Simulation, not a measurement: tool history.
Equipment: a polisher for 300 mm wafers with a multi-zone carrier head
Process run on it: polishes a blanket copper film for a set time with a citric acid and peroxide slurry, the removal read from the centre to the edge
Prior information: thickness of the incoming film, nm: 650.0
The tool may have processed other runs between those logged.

run,hour,flow of slurry (ml/min),pressure of the head's centre zone,pressure of the head's middle zone,pressure of the head's edge zone,abrasive content of the slurry,polishing time (s),film removed at the wafer's centre (angstrom),film removed at mid-radius (angstrom),film removed at the wafer's edge (angstrom)
1,0,175,1,1,1,1,42,782.41,767.67,776.13
2,2.9,180,1,1.01,1.02,1.05,42,784.09,801.28,806.5
3,6.7,190,1.01,1.02,1.04,1.05,42,805,812.91,800.4
4,8.6,190,1.01,1.02,1.04,1.2,42,844.15,833.27,847.25
5,16.3,225,1.01,1.02,1.04,1.2,42,871.6,860.95,864.27
6,20.7,185,1.01,1.02,1.04,1.2,42,826.06,825.86,836.09
7,25.1,195,1.01,1.03,1.05,1.25,42,826.41,845.04,850.93
8,27.9,200,1.01,1.03,1.06,1.3,42,855.91,856.56,878.98
9,35.7,205,1.01,1.04,1.07,1.3,42,864.99,874.94,871.71
10,36.5,205,1.01,1.04,1.07,1.3,42,851.48,872.65,886.4

Run 11 is up next; what results do you expect?
11,44.4,210,1.01,1.05,1.08,1.3,42,?,?,?

{"run 11": {"film removed at the wafer's centre (angstrom)": 867.52, "film removed at mid-radius (angstrom)": 883.27, "film removed at the wafer's edge (angstrom)": 872.33}}
